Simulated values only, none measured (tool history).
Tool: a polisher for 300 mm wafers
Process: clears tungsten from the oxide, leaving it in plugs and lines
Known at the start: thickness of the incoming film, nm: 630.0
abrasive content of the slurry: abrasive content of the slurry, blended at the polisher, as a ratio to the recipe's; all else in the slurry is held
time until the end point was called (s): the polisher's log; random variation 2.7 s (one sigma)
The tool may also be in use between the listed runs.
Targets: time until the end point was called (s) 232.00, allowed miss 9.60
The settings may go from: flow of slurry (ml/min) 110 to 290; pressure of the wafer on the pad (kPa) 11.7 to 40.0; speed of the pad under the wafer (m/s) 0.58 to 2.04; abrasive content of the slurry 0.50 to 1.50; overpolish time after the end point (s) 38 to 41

run,hour,flow of slurry (ml/min),pressure of the wafer on the pad (kPa),speed of the pad under the wafer (m/s),abrasive content of the slurry,overpolish time after the end point (s),time until the end point was called (s)
1,0.0,185,25.5,1.30,1.00,38,168.02
2,4.3,160,25.5,1.30,1.00,38,171.94
3,8.5,160,24.1,1.30,1.00,38,181.36
4,11.3,160,24.1,1.30,1.00,41,179.61
# hour 16.8: slurry tank refilled with fresh slurry and peroxide
5,16.8,160,23.4,1.30,1.00,41,142.14
6,24.5,135,23.4,1.30,1.00,41,147.76
7,28.4,150,22.8,1.30,1.00,41,150.02
8,33.0,160,24.8,1.28,1.00,41,136.04
9,42.0,170,23.4,1.28,1.00,41,143.07
10,43.4,165,25.5,1.20,0.95,41,141.22
11,50.5,165,24.1,1.24,1.00,41,142.63
12,58.0,165,23.4,1.36,1.00,41,134.77
13,61.3,160,23.4,1.28,1.00,41,143.67
14,65.0,155,26.2,1.18,1.05,41,141.55
15,73.9,155,24.1,1.14,1.00,41,159.19
16,74.8,155,22.8,1.10,1.00,41,173.20
17,78.8,155,21.4,1.10,1.00,41,182.04
18,85.4,155,20.7,1.10,1.00,41,186.59
19,86.8,155,20.7,1.10,1.00,41,187.97
20,91.5,155,20.0,1.10,1.00,41,192.06
21,94.3,150,14.5,1.08,1.00,41,270.33
22,96.3,150,15.2,1.08,1.00,41,259.54
23,97.1,150,15.2,1.08,1.00,41,260.73
24,98.1,160,18.6,1.08,1.00,41,211.36

4 next moves are on the table. One of them brings every result within its allowed miss. Which?
A,99.1,230,19.3,1.04,1.00,41,?
B,99.1,180,20.7,0.82,1.05,41,?
C,99.1,140,17.2,1.22,1.05,41,?
D,99.1,150,15.2,1.66,0.95,38,?

move,time until the end point was called (s)
A,195.32
B,231.23
C,202.80
D,173.22
A: further off than the last run
B: meets every target
C: further off than the last run
D: further off than the last run
The right move is B.

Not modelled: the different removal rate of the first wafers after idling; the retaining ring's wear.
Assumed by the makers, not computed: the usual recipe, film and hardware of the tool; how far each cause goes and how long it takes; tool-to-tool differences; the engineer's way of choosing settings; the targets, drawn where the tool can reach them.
